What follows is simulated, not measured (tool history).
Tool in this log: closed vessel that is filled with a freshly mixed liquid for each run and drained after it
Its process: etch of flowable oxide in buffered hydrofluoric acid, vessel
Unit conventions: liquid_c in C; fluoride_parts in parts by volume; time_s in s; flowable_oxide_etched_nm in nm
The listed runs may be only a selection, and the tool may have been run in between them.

| run | day | liquid_c | fluoride_parts | time_s | flowable_oxide_etched_nm |
|---|---|---|---|---|---|
| 1 | 0 | 24 | 19.5 | 100 | 108.59 |
| 2 | 0.3 | 25 | 19.5 | 100 | 115.21 |
| 3 | 0.483 | 25.5 | 19.5 | 100 | 119.05 |
| 4 | 0.808 | 25.5 | 19.5 | 110 | 131.65 |
| 5 | 0.904 | 25.5 | 14 | 110 | 178.23 |
|  | 1.221 | hydrofluoric acid flow meter replaced |
| 6 | 1.221 | 25.5 | 9 | 110 | 247.81 |
| 7 | 1.358 | 24 | 9.5 | 110 | 220.62 |
| 8 | 1.496 | 20 | 10 | 110 | 172.22 |

Run 9 has not been measured yet. What should we expect?
| 9 | 1.821 | 19.5 | 10 | 110 | ? |

flowable_oxide_etched_nm: 167.85 nm

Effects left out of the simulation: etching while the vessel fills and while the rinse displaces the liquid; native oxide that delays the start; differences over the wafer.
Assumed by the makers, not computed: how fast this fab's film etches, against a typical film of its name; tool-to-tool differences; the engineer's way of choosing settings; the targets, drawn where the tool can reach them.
